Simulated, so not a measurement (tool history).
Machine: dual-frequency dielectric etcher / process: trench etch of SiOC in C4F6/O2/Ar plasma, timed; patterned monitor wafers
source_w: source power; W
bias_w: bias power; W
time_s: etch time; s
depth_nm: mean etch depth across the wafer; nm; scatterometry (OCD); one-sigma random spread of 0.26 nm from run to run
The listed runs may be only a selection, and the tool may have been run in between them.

run 1 hour=0 | source_w=490 bias_w=224 time_s=14 | depth_nm=33.705
run 2 hour=4.7 | source_w=440 bias_w=224 time_s=14 | depth_nm=32.576
run 3 hour=8.8 | source_w=480 bias_w=230 time_s=14 | depth_nm=34.055
run 4 hour=15.2 | source_w=480 bias_w=230 time_s=12.5 | depth_nm=30.602
run 5 hour=20.5 | source_w=510 bias_w=245 time_s=12.5 | depth_nm=31.545
run 6 hour=27.8 | source_w=470 bias_w=245 time_s=12.5 | depth_nm=30.255
run 7 hour=31.6 | source_w=510 bias_w=243 time_s=13 | depth_nm=33.192
run 8 hour=36.2 | source_w=530 bias_w=246 time_s=13 | depth_nm=33.77
run 9 hour=41.9 | source_w=550 bias_w=249 time_s=13 | depth_nm=33.852
run 10 hour=46.1 | source_w=570 bias_w=252 time_s=13 | depth_nm=34.778
run 11 hour=51.7 | source_w=590 bias_w=255 time_s=13 | depth_nm=35.55
run 12 hour=56.7 | source_w=610 bias_w=257 time_s=13 | depth_nm=35.849
run 13 hour=58.4 | source_w=620 bias_w=260 time_s=13 | depth_nm=35.902
run 14 hour=65.9 | source_w=630 bias_w=264 time_s=13 | depth_nm=36.279

For run 15, what comes out?
run 15 hour=72.3 | source_w=640 bias_w=266 time_s=13 | depth_nm=?

depth_nm: 36.982 nm

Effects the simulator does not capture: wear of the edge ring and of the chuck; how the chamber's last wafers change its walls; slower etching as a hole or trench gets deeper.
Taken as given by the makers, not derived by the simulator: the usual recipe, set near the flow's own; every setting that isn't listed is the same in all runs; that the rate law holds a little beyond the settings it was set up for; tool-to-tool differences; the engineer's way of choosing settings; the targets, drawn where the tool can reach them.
